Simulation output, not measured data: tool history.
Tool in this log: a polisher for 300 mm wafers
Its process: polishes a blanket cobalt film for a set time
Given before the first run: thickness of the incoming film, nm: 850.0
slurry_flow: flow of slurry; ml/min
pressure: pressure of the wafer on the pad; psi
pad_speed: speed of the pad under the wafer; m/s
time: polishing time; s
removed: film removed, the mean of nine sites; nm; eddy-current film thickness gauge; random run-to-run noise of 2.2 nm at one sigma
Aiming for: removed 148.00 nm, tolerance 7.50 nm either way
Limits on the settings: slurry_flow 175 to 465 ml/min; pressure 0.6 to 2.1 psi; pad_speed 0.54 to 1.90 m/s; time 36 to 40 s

{"run": 1, "day": 0.0, "slurry_flow": 295, "pressure": 1.3, "pad_speed": 1.22, "time": 40, "removed": 191.25}
{"run": 2, "day": 0.096, "slurry_flow": 295, "pressure": 1.3, "pad_speed": 1.5, "time": 40, "removed": 231.48}
{"run": 3, "day": 0.308, "slurry_flow": 295, "pressure": 1.2, "pad_speed": 1.5, "time": 40, "removed": 209.4}
{"run": 4, "day": 0.533, "slurry_flow": 295, "pressure": 1.0, "pad_speed": 1.5, "time": 40, "removed": 182.14}
{"run": 5, "day": 0.738, "slurry_flow": 295, "pressure": 1.0, "pad_speed": 1.5, "time": 40, "removed": 182.99}
{"run": 6, "day": 1.054, "slurry_flow": 295, "pressure": 1.2, "pad_speed": 1.5, "time": 40, "removed": 210.84}
{"run": 7, "day": 1.246, "slurry_flow": 295, "pressure": 1.1, "pad_speed": 1.5, "time": 40, "removed": 200.5}
{"run": 8, "day": 1.588, "slurry_flow": 295, "pressure": 0.9, "pad_speed": 1.48, "time": 40, "removed": 166.05}

Which one of the following 5 next-run settings gets every result inside its allowed miss? There is exactly one.
{"run": "A", "day": 1.929, "slurry_flow": 310, "pressure": 0.8, "pad_speed": 1.44, "time": 36, "removed": "?"}
{"run": "B", "day": 1.929, "slurry_flow": 260, "pressure": 0.7, "pad_speed": 1.68, "time": 37, "removed": "?"}
{"run": "C", "day": 1.929, "slurry_flow": 235, "pressure": 1.2, "pad_speed": 1.12, "time": 37, "removed": "?"}
{"run": "D", "day": 1.929, "slurry_flow": 290, "pressure": 0.8, "pad_speed": 1.32, "time": 38, "removed": "?"}
{"run": "E", "day": 1.929, "slurry_flow": 235, "pressure": 1.0, "pad_speed": 1.2, "time": 36, "removed": "?"}

move=A removed=129.26
move=B removed=133.97
move=C removed=146.76
move=D removed=125.66
move=E removed=129.23
A: takes the result that was furthest off past its target
B: takes the result that was furthest off past its target
C: every result lands within tolerance
D: takes the result that was furthest off past its target
E: takes the result that was furthest off past its target
Answer: C

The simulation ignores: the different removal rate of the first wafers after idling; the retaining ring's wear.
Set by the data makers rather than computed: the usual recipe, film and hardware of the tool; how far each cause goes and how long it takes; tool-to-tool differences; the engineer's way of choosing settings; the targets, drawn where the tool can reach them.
